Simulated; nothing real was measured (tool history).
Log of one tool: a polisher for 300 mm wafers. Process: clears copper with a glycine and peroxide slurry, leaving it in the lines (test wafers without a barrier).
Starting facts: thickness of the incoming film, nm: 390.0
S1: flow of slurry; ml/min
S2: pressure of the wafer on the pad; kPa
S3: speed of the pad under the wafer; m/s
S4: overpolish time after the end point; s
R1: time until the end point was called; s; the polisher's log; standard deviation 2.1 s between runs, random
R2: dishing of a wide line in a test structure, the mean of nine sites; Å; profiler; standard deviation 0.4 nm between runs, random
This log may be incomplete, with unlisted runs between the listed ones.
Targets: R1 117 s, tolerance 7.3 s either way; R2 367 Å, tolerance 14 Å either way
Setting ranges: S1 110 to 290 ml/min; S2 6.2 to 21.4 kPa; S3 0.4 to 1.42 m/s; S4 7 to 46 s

run 1 day=0 | S1=185 S2=13.8 S3=0.9 S4=24 | R1=127.28 R2=487.51
run 2 day=0.279 | S1=190 S2=13.8 S3=0.92 S4=22 | R1=124.28 R2=453.96
run 3 day=0.512 | S1=190 S2=13.8 S3=1.1 S4=22 | R1=110.96 R2=505.6
run 4 day=0.858 | S1=190 S2=13.8 S3=1.1 S4=28 | R1=112.38 R2=598.77
run 5 day=1.008 | S1=195 S2=13.1 S3=1.1 S4=25 | R1=112.67 R2=545.28
run 6 day=1.312 | S1=195 S2=10.3 S3=1.1 S4=25 | R1=129.93 R2=487.73
run 7 day=1.625 | S1=210 S2=11.7 S3=1.14 S4=14 | R1=116.71 R2=333.3
run 8 day=1.725 | S1=205 S2=11.7 S3=1.14 S4=14 | R1=116.1 R2=332.42
-- day=1.862 worn pad replaced by a new one
run 9 day=1.862 | S1=200 S2=11.7 S3=1.12 S4=15 | R1=105.8 R2=373.39
run 10 day=2.017 | S1=200 S2=11.7 S3=1.12 S4=15 | R1=107.49 R2=373.7
run 11 day=2.288 | S1=205 S2=11.7 S3=1.12 S4=15 | R1=108.46 R2=367.43

Which of these 4 next moves meets every target?
run A day=2.558 | S1=135 S2=15.2 S3=1.12 S4=14 | R1=? R2=?
run B day=2.558 | S1=205 S2=11.7 S3=1.18 S4=14 | R1=? R2=?
run C day=2.558 | S1=205 S2=10.3 S3=1.08 S4=16 | R1=? R2=?
run D day=2.558 | S1=190 S2=11.7 S3=1.24 S4=14 | R1=? R2=?

move=A R1=101.24 R2=376.86
move=B R1=103.45 R2=366.55
move=C R1=116.23 R2=371.24
move=D R1=100.85 R2=374.08
A: the biggest miss grows against the last run
B: the biggest miss grows against the last run
C: in spec on every target
D: the biggest miss grows against the last run
C meets every target.
